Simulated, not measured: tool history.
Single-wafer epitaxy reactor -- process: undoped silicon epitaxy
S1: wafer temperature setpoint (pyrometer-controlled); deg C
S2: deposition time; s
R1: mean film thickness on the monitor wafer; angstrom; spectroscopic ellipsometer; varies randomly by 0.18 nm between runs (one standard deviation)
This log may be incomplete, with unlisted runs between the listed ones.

run	day	S1	S2	R1
1	0.000	635	250	327.58
2	0.025	637	250	339.35
3	0.329	628	250	274.03
4	0.392	631	250	294.37
5	0.575	631	225	265.94
6	0.746	635	225	292.86
7	1.104	638	225	317.11
8	1.229	640	225	331.03
9	1.600	642	225	343.14
10	1.767	644	225	360.66

Run 11 is up next; what results do you expect?
11	2.092	650	225	?

Logged for run 11: R1 415.46 angstrom.
